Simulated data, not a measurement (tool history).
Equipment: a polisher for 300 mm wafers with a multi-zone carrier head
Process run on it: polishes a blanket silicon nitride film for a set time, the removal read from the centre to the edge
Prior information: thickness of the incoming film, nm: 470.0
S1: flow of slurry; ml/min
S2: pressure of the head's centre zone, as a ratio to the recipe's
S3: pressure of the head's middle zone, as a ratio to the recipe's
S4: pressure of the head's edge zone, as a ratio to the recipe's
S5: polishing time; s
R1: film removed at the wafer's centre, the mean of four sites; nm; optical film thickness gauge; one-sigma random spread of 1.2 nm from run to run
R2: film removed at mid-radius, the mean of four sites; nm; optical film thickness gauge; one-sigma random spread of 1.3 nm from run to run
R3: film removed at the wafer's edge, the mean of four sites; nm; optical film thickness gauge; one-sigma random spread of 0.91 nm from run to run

run	hour	S1	S2	S3	S4	S5	R1	R2	R3
1	0	135	1	1	1	71	141.46	135.1	133.42
2	3.3	135	0.96	1	1	71	134.68	134.28	134.51
3	6.8	140	0.94	1.02	1	71	135.49	137.81	134.12
4	12.2	140	0.94	1.02	1	88	166.21	169.49	166.86
5	15.9	125	0.91	1.01	0.95	86	154.99	162.3	156.87
6	20.1	100	0.91	1.01	0.95	86	147.18	156.61	155.51
7	24.6	100	0.89	1	0.92	85	144.18	154.28	150.73
8	25.5	95	0.87	0.99	0.9	84	139.3	151.49	147.81
9	33.8	90	0.86	0.99	0.88	83	135.2	148.75	142.06

The next listed run, before its measurement:
10	41.8	90	0.85	0.99	0.87	83	?	?	?

R1: 133.14 nm
R2: 148.82 nm
R3: 142.28 nm

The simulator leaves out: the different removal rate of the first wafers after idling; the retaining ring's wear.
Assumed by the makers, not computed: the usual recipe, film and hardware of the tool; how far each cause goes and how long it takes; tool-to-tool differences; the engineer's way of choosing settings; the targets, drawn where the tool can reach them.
